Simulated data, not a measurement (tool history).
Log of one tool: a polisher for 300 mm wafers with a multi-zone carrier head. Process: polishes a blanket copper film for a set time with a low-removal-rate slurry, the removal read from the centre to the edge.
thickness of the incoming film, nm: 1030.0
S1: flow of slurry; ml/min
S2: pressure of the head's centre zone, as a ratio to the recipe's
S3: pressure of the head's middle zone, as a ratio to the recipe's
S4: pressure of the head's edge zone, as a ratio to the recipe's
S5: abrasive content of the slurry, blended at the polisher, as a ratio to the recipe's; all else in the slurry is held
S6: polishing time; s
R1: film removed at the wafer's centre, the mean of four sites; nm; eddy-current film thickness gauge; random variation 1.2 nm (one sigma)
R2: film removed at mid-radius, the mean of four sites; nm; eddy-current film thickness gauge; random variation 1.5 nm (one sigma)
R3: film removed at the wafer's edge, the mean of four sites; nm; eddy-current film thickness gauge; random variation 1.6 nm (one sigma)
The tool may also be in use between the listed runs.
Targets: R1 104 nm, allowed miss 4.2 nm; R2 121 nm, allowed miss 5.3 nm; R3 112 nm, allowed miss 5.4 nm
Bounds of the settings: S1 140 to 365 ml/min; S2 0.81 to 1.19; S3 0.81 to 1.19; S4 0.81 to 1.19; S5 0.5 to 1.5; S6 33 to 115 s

run,hour,S1,S2,S3,S4,S5,S6,R1,R2,R3
1,0,235,1,1,1,1,73,201.97,201.95,206.75
2,5.3,235,1,1,1,1.15,73,209.9,204.24,209.43
3,12,235,0.98,1.01,0.97,1,63,175.44,175.59,172.86
4,19,230,0.94,1.01,0.95,0.9,57,144.26,155.08,152.97
5,25.5,230,0.9,1.01,0.95,0.9,57,141.33,155.97,150.99
6,30.9,230,0.89,1.01,0.92,0.8,54,128.4,143.13,136.52
7,37.2,225,0.87,1,0.89,0.7,53,121.78,138.33,129.87
8,39.4,225,0.86,0.99,0.87,0.65,52,111.73,133.48,124.8
9,45.8,225,0.87,0.99,0.86,0.6,51,112.52,128.16,123.35
10,48.2,225,0.87,1,0.85,0.6,50,110.01,126.09,115.84
11,49.1,220,0.86,0.99,0.84,0.6,50,109.79,127.15,117.65

Which of these 5 next moves meets every target?
A,50,225,0.85,1.02,0.81,0.6,53,?,?,?
B,50,240,0.87,1.02,0.88,0.55,48,?,?,?
C,50,190,0.95,0.96,0.95,0.8,49,?,?,?
D,50,215,0.98,1.01,0.81,0.9,43,?,?,?
E,50,280,0.89,0.88,1.04,0.5,49,?,?,?

move,R1,R2,R3
A,113.52,135.62,120.38
B,104.84,122.21,112.32
C,119.56,124.3,123.13
D,113.09,116.5,104.16
E,110.11,116.74,124.16
A: further off than the last run
B: meets every target
C: further off than the last run
D: further off than the last run
E: further off than the last run
Move B is the one to make.
